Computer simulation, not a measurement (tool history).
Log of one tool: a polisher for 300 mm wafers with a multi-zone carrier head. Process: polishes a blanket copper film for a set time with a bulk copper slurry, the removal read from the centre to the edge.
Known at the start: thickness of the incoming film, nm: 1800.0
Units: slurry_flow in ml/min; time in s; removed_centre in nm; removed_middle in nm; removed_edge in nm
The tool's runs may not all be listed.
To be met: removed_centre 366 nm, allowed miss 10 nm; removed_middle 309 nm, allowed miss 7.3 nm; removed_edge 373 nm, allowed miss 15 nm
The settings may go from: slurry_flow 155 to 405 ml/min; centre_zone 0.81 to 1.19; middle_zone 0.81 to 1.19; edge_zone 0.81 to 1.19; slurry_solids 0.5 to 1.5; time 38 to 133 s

run,hour,slurry_flow,centre_zone,middle_zone,edge_zone,slurry_solids,time,removed_centre,removed_middle,removed_edge
1,0,260,1,1,1,1,85,480.4,481.93,476.95
2,2.6,195,1,1,1,1,85,465.68,463.01,460.47
3,10.7,195,1,1,1,1,102,554.84,561.43,571.6
4,14.4,185,1,0.96,1.01,0.9,96,510.24,498.09,520.35
5,17.7,185,0.96,0.96,1.01,0.9,96,486.52,492.27,522.52
6,23.3,180,0.97,0.93,1.02,0.85,91,467.51,444.86,488.8
7,29.6,175,0.96,0.91,1.01,0.75,88,427.63,424.91,468.16
8,37.9,175,0.98,0.89,1.02,0.7,84,419.98,389.23,435.59
9,41.8,175,0.98,0.87,1.03,0.65,81,402.18,365.21,417.39
10,44.5,175,0.98,0.86,1.03,0.6,79,379.8,346.44,406.22
11,48.5,175,0.99,0.85,1.03,0.6,78,379.13,338.62,400.1
12,52.6,175,1,0.84,1.02,0.6,77,379.18,333.19,383.96

4 next moves are on the table. One of them brings every result within its allowed miss. Which?
A,56.7,160,0.98,0.93,0.93,0.65,79,?,?,?
B,56.7,205,1,0.81,1,0.8,70,?,?,?
C,56.7,175,0.98,0.95,0.91,0.7,75,?,?,?
D,56.7,155,0.98,0.87,0.95,0.5,77,?,?,?

move,removed_centre,removed_middle,removed_edge
A,381.93,368.81,392.72
B,366.32,308.7,379.88
C,370.47,363.77,375.84
D,355.66,325.2,370.23
A: further off than the last run
B: meets every target
C: further off than the last run
D: nearer than the last run, and not there yet
The right move is B.
